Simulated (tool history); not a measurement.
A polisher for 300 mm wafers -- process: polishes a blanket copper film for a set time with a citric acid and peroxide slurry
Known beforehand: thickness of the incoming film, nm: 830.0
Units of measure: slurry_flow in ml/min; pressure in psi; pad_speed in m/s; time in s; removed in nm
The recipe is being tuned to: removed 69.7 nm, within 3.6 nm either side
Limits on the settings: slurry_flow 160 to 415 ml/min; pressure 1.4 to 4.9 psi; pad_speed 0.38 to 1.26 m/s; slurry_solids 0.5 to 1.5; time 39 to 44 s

Run 1, hour 0: slurry_flow 265 ml/min, pressure 3.1 psi, pad_speed 0.82 m/s, slurry_solids 1, time 44 s. Result: removed 87.761 nm.
Run 2, hour 2.5: slurry_flow 265 ml/min, pressure 3.6 psi, pad_speed 0.82 m/s, slurry_solids 1, time 44 s. Result: removed 102.61 nm.
Run 3, hour 7.5: slurry_flow 265 ml/min, pressure 3.3 psi, pad_speed 0.82 m/s, slurry_solids 1, time 44 s. Result: removed 93.278 nm.
Run 4, hour 14.9: slurry_flow 265 ml/min, pressure 3.1 psi, pad_speed 0.82 m/s, slurry_solids 1, time 44 s. Result: removed 90.075 nm.
Run 5, hour 16.9: slurry_flow 265 ml/min, pressure 2.9 psi, pad_speed 0.82 m/s, slurry_solids 1, time 44 s. Result: removed 84.643 nm.
Run 6, hour 22.2: slurry_flow 265 ml/min, pressure 2.8 psi, pad_speed 0.82 m/s, slurry_solids 1, time 44 s. Result: removed 81.944 nm.
Run 7, hour 27.8: slurry_flow 265 ml/min, pressure 2.7 psi, pad_speed 0.82 m/s, slurry_solids 1, time 44 s. Result: removed 79.848 nm.
Run 8, hour 34.3: slurry_flow 265 ml/min, pressure 2.6 psi, pad_speed 0.82 m/s, slurry_solids 1, time 44 s. Result: removed 73.59 nm.
Run 9, hour 35.7: slurry_flow 265 ml/min, pressure 2.5 psi, pad_speed 0.82 m/s, slurry_solids 1, time 44 s. Result: removed 74.411 nm.

Consider the 4 candidate settings below. Which is the only one whose results all fall within their allowed miss of target?
Run A, hour 37.1: slurry_flow 355 ml/min, pressure 2.6 psi, pad_speed 0.88 m/s, slurry_solids 1, time 44 s. Result: removed ?.
Run B, hour 37.1: slurry_flow 260 ml/min, pressure 2.7 psi, pad_speed 0.8 m/s, slurry_solids 0.95, time 40 s. Result: removed ?.
Run C, hour 37.1: slurry_flow 275 ml/min, pressure 2 psi, pad_speed 0.9 m/s, slurry_solids 1.1, time 39 s. Result: removed ?.
Run D, hour 37.1: slurry_flow 260 ml/min, pressure 2.5 psi, pad_speed 0.76 m/s, slurry_solids 0.95, time 40 s. Result: removed ?.

move  removed
   A    80.52
   B   66.647
   C   57.936
   D   59.439
A: further off than the last run
B: hits every target within its allowed miss
C: the result that was furthest off in the last run now lies on the other side of its target
D: the result that was furthest off in the last run now lies on the other side of its target
B meets every target.
